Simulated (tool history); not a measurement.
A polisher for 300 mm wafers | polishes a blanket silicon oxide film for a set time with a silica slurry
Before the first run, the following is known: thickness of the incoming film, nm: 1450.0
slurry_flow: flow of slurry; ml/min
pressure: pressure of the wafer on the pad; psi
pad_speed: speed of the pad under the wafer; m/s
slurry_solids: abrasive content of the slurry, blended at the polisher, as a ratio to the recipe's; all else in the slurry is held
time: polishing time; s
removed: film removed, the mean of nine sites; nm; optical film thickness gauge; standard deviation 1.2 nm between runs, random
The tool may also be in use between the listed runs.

run	day	slurry_flow	pressure	pad_speed	slurry_solids	time	removed
1	0.000	170	4.9	1.44	1.0	39	177.94
2	0.283	130	4.9	1.44	1.0	39	169.39
3	0.467	165	4.9	1.44	1.0	39	179.22
4	0.608	165	4.9	1.44	1.0	35	159.37
5	0.933	160	4.2	1.42	1.0	35	140.59
6	1.125	155	3.7	1.40	1.0	35	129.94

Run 7 has not been measured yet. What should we expect?
7	1.292	155	3.2	1.38	1.0	35	?

removed: 114.81 nm
